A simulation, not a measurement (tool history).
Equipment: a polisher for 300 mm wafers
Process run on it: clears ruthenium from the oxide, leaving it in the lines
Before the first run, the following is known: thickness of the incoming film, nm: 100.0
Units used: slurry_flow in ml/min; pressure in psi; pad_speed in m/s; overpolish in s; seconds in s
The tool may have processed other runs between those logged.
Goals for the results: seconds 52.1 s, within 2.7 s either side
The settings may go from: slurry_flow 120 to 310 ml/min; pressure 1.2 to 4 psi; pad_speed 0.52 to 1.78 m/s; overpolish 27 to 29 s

run	hour	slurry_flow	pressure	pad_speed	overpolish	seconds
1	0	200	2.6	1.14	27	66.588
2	1.3	200	2.7	1.14	27	64.204
3	6.1	170	2.7	1.14	27	68.299
4	9.1	170	2.7	1.32	27	57.089
5	10.1	190	2.7	1.32	27	55.697
6	18.1	190	2.1	1.32	27	72.186
7	21.1	195	2.2	1.32	27	66.972
8	25.2	205	2.3	1.32	27	65.056
9	26	205	2.4	1.32	27	63.391
10	27	205	2.5	1.32	27	58.247
11	34.1	210	2.5	1.32	27	60.903
12	35.8	210	2.6	1.32	27	57.887

Next run, 4 choices. One meets every target within its allowed miss, the rest don't. Which?
A	37.5	220	2.3	1.36	27	?
B	37.5	220	2.8	1.34	28	?
C	37.5	215	2.6	1.26	29	?
D	37.5	240	2.4	1.4	27	?

move	seconds
A	63.604
B	53.328
C	61.032
D	58.698
A: further off than the last run
B: all results in spec
C: further off than the last run
D: further off than the last run
B meets every target.
